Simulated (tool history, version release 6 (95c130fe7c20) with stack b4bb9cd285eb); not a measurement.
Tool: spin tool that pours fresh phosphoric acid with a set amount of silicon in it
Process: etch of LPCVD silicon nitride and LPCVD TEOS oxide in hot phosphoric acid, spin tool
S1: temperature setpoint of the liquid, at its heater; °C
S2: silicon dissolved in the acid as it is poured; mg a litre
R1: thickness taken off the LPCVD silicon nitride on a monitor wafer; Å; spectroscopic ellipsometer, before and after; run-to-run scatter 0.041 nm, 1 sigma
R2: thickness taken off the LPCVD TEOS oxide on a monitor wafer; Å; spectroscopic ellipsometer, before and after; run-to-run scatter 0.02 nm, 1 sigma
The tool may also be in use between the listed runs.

{"run": 1, "hour": 0.0, "S1": 162.0, "S2": 12.0, "time under the liquid (s)": 180, "R1": 183.59, "R2": 5.0189}
{"run": 2, "hour": 3.3, "S1": 161.5, "S2": 10.0, "time under the liquid (s)": 165, "R1": 165.48, "R2": 4.7227}
{"run": 3, "hour": 6.7, "S1": 161.5, "S2": 4.0, "time under the liquid (s)": 165, "R1": 165.34, "R2": 4.8715}
{"run": 4, "hour": 9.4, "S1": 161.5, "S2": 4.0, "time under the liquid (s)": 235, "R1": 236.6, "R2": 7.0711}
{"run": 5, "hour": 10.1, "S1": 161.5, "S2": 9.5, "time under the liquid (s)": 235, "R1": 236.08, "R2": 6.2745}
{"run": 6, "hour": 15.2, "S1": 161.5, "S2": 8.0, "time under the liquid (s)": 210, "R1": 211.01, "R2": 6.3718}
{"run": 7, "hour": 19.8, "S1": 161.0, "S2": 6.5, "time under the liquid (s)": 190, "R1": 187.55, "R2": 5.4832}
{"hour": 22.4, "done": "dissolved silicon flow meter replaced"}
{"run": 8, "hour": 22.4, "S1": 161.0, "S2": 5.5, "time under the liquid (s)": 175, "R1": 173.07, "R2": 5.0377}
{"run": 9, "hour": 29.4, "S1": 161.5, "S2": 0.0, "time under the liquid (s)": 85, "R1": 86.042, "R2": 2.9308}
{"run": 10, "hour": 31.1, "S1": 161.5, "S2": 0.0, "time under the liquid (s)": 85, "R1": 85.436, "R2": 2.5131}

What will run 11 give?
{"run": 11, "hour": 38.9, "S1": 162.5, "S2": 1.0, "time under the liquid (s)": 90, "R1": "?", "R2": "?"}

{"run 11": {"R1": 92.797, "R2": 3.0511}}
